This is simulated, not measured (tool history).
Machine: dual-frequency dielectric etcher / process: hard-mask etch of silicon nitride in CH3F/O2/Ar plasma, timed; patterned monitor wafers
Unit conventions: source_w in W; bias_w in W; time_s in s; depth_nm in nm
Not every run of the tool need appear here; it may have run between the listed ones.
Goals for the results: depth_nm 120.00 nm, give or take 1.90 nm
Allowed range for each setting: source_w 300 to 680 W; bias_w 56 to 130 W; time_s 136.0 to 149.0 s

Run 1, hour 0.0: source_w 490 W, bias_w 93 W, time_s 149.0 s. Result: depth_nm 130.61 nm.
Run 2, hour 2.0: source_w 470 W, bias_w 92 W, time_s 149.0 s. Result: depth_nm 128.98 nm.
Run 3, hour 7.9: source_w 510 W, bias_w 92 W, time_s 149.0 s. Result: depth_nm 134.01 nm.
Run 4, hour 8.6: source_w 560 W, bias_w 92 W, time_s 149.0 s. Result: depth_nm 138.12 nm.
Run 5, hour 12.5: source_w 560 W, bias_w 92 W, time_s 149.0 s. Result: depth_nm 138.82 nm.
Run 6, hour 15.8: source_w 530 W, bias_w 91 W, time_s 149.0 s. Result: depth_nm 134.96 nm.
Run 7, hour 22.8: source_w 500 W, bias_w 90 W, time_s 149.0 s. Result: depth_nm 131.16 nm.
Run 8, hour 27.8: source_w 480 W, bias_w 89 W, time_s 149.0 s. Result: depth_nm 127.39 nm.

4 candidate next runs follow, results not yet known. Just one meets every target within its allowed miss. Identify it.
Run A, hour 32.8: source_w 460 W, bias_w 87 W, time_s 136.0 s. Result: depth_nm ?.
Run B, hour 32.8: source_w 430 W, bias_w 82 W, time_s 143.5 s. Result: depth_nm ?.
Run C, hour 32.8: source_w 400 W, bias_w 107 W, time_s 141.0 s. Result: depth_nm ?.
Run D, hour 32.8: source_w 510 W, bias_w 85 W, time_s 142.5 s. Result: depth_nm ?.

move  depth_nm
   A    114.68
   B    115.77
   C    119.62
   D    124.40
A: takes the biggest miss from the last run beyond its target
B: takes the biggest miss from the last run beyond its target
C: every result lands within tolerance
D: nearer the targets than the last run, but a result is still out of spec
C meets every target.

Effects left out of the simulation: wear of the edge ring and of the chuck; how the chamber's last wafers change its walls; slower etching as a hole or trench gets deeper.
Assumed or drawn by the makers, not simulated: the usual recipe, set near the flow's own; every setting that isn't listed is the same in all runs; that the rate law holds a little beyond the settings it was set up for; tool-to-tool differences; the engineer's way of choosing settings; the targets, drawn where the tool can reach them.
